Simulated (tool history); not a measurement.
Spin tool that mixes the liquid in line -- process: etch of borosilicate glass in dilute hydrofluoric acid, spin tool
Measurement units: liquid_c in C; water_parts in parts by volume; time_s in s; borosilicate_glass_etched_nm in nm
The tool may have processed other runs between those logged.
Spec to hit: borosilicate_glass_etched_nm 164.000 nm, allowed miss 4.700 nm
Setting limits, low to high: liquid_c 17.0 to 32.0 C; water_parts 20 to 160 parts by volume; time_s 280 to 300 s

run	day	liquid_c	water_parts	time_s	borosilicate_glass_etched_nm
1	0.000	24.0	90	280	48.465
2	0.150	26.0	90	280	52.560
3	0.354	27.0	80	280	61.754
4	0.625	27.5	70	280	74.149
5	0.646	28.0	65	280	81.779
6	0.717	28.0	85	280	60.846
# day 0.983: hydrofluoric acid flow meter replaced
7	0.983	28.0	85	280	69.100
8	1.175	28.5	75	280	81.109
9	1.479	29.0	70	280	88.982
10	1.796	29.5	65	280	99.103
11	1.838	30.0	60	280	109.790
12	1.904	32.0	30	280	250.620
13	2.021	31.5	30	280	244.790
14	2.246	30.5	30	280	235.970
15	2.558	29.5	30	280	224.910
16	2.767	28.5	30	280	218.300
17	3.112	27.5	30	280	207.930
18	3.350	26.5	30	280	201.410
19	3.417	25.5	30	280	192.140
20	3.696	25.0	30	280	187.830
21	3.933	24.5	30	280	184.520
22	4.221	24.0	30	280	179.950
23	4.442	23.5	30	280	177.230
24	4.675	23.0	30	280	173.720

Which single option among these 4 for the next run brings every result within its allowed miss of target? Just one does.
A	4.908	22.5	30	290	?
B	4.908	23.5	30	290	?
C	4.908	21.0	30	290	?
D	4.908	21.0	25	280	?

move	borosilicate_glass_etched_nm
A	174.850
B	182.380
C	164.040
D	191.240
A: moves away from the targets compared with the last run
B: moves away from the targets compared with the last run
C: meets every target
D: moves away from the targets compared with the last run
So the answer is move C, the one that meets all the targets.
